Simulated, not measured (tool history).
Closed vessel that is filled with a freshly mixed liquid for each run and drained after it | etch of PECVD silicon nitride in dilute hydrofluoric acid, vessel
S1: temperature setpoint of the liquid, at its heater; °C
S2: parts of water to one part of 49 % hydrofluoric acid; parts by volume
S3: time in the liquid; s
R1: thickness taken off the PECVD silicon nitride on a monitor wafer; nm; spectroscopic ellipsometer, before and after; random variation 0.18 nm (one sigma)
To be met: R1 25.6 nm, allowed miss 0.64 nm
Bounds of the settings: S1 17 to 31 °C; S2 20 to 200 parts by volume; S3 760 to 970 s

| run | hour | S1 | S2 | S3 | R1 |
|---|---|---|---|---|---|
| 1 | 0 | 23 | 110 | 970 | 14.393 |
| 2 | 8.6 | 23 | 110 | 760 | 11.341 |
| 3 | 15.3 | 23 | 75 | 760 | 16.52 |
| 4 | 24.2 | 24.5 | 75 | 760 | 18.102 |
| 5 | 29.1 | 26.5 | 75 | 760 | 20.755 |
| 6 | 38.3 | 26.5 | 35 | 760 | 44.095 |
| 7 | 41.6 | 22.5 | 35 | 760 | 33.471 |
| 8 | 46.9 | 21.5 | 35 | 760 | 30.735 |
| 9 | 54.5 | 21 | 35 | 760 | 29.948 |
| 10 | 63.2 | 20.5 | 35 | 760 | 29.087 |
| 11 | 69.5 | 18 | 35 | 760 | 24.226 |

5 next moves are on the table. One of them brings every result within its allowed miss. Which?
| A | 75.8 | 23 | 55 | 845 | ? |
| B | 75.8 | 19 | 45 | 955 | ? |
| C | 75.8 | 23.5 | 55 | 775 | ? |
| D | 75.8 | 17.5 | 40 | 875 | ? |
| E | 75.8 | 21.5 | 60 | 970 | ? |

| move | R1 |
|---|---|
| A | 24.697 |
| B | 25.755 |
| C | 23.43 |
| D | 23.789 |
| E | 23.51 |
A: nearer than the last run, and not there yet
B: meets every target
C: further off than the last run
D: further off than the last run
E: further off than the last run
Move B is the one to make.

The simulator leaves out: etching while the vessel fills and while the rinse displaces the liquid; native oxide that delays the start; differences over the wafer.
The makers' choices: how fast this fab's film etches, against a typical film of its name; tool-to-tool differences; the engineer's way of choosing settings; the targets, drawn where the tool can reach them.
